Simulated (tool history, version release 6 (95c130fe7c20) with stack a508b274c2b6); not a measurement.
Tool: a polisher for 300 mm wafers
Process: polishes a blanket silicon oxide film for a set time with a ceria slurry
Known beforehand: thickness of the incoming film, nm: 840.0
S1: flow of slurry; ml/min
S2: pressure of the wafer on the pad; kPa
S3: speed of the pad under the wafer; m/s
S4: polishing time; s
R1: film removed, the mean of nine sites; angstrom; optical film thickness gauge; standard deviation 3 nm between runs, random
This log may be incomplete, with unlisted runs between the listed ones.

Run 1, hour 0: S1 220 ml/min, S2 26.2 kPa, S3 1.24 m/s, S4 64 s. Result: R1 4830.4 angstrom.
Run 2, hour 2.2: S1 220 ml/min, S2 22.1 kPa, S3 1.24 m/s, S4 64 s. Result: R1 4087.5 angstrom.
Run 3, hour 10.4: S1 220 ml/min, S2 22.1 kPa, S3 1.52 m/s, S4 64 s. Result: R1 5039.5 angstrom.
Run 4, hour 15.7: S1 220 ml/min, S2 16.5 kPa, S3 1.52 m/s, S4 64 s. Result: R1 3821.1 angstrom.
Run 5, hour 17: S1 225 ml/min, S2 16.5 kPa, S3 1.52 m/s, S4 64 s. Result: R1 3816.4 angstrom.
Run 6, hour 20.5: S1 225 ml/min, S2 17.9 kPa, S3 1.52 m/s, S4 64 s. Result: R1 4041.6 angstrom.
Run 7, hour 23.8: S1 225 ml/min, S2 17.9 kPa, S3 1.52 m/s, S4 64 s. Result: R1 4108.4 angstrom.

Forecast run 8:
Run 8, hour 32.1: S1 230 ml/min, S2 17.9 kPa, S3 1.52 m/s, S4 64 s. Result: R1 ?.

{"run 8": {"R1": 4081.1}}
